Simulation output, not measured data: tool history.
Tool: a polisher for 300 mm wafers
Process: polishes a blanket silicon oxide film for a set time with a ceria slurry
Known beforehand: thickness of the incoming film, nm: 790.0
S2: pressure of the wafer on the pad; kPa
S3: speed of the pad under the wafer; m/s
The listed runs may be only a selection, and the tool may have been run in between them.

{"run": 1, "hour": 0.0, "flow of slurry (ml/min)": 240, "S2": 15.2, "S3": 1.12, "polishing time (s)": 52, "film removed (angstrom)": 2102.5}
{"run": 2, "hour": 5.9, "flow of slurry (ml/min)": 240, "S2": 12.4, "S3": 1.02, "polishing time (s)": 52, "film removed (angstrom)": 1618.2}
{"run": 3, "hour": 10.3, "flow of slurry (ml/min)": 240, "S2": 12.4, "S3": 1.26, "polishing time (s)": 52, "film removed (angstrom)": 1889.6}
{"run": 4, "hour": 12.1, "flow of slurry (ml/min)": 180, "S2": 12.4, "S3": 1.26, "polishing time (s)": 52, "film removed (angstrom)": 1917.3}
{"run": 5, "hour": 17.7, "flow of slurry (ml/min)": 180, "S2": 12.4, "S3": 1.02, "polishing time (s)": 52, "film removed (angstrom)": 1575}
{"run": 6, "hour": 22.7, "flow of slurry (ml/min)": 180, "S2": 12.4, "S3": 1.02, "polishing time (s)": 47, "film removed (angstrom)": 1442.9}
{"run": 7, "hour": 29.6, "flow of slurry (ml/min)": 180, "S2": 10.3, "S3": 0.98, "polishing time (s)": 47, "film removed (angstrom)": 1142.5}

Run 8 comes next. What will it give?
{"run": 8, "hour": 34.2, "flow of slurry (ml/min)": 180, "S2": 7.6, "S3": 0.98, "polishing time (s)": 47, "film removed (angstrom)": "?"}

Run 8 came out at film removed (angstrom) 854.41.
